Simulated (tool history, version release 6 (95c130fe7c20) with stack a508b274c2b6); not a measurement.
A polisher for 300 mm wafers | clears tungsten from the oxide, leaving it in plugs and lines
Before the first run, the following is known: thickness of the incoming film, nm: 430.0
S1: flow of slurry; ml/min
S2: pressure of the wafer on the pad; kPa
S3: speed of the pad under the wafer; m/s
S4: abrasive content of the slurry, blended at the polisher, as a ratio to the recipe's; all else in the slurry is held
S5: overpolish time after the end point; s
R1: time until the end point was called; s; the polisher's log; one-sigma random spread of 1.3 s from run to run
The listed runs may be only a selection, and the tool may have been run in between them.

run  hour   S1    S2    S3   S4  S5      R1
  1   0.0  250  31.7  0.88  1.0  17  69.879
  2   5.7  250  38.6  0.88  1.0  17  57.481
  3  14.4  250  38.6  1.06  1.0  17  47.762
  4  17.3  205  38.6  1.06  1.0  17  48.426
  5  24.3  205  38.6  1.24  1.0  17  42.683
  6  26.9  205  33.8  1.22  1.0  17  48.963
  7  29.2  205  29.6  1.20  1.0  17  56.486

Run 8 is up next; what results do you expect?
  8  30.4  205  26.2  1.18  1.0  17   ?

{"run 8": {"R1": 63.219}}
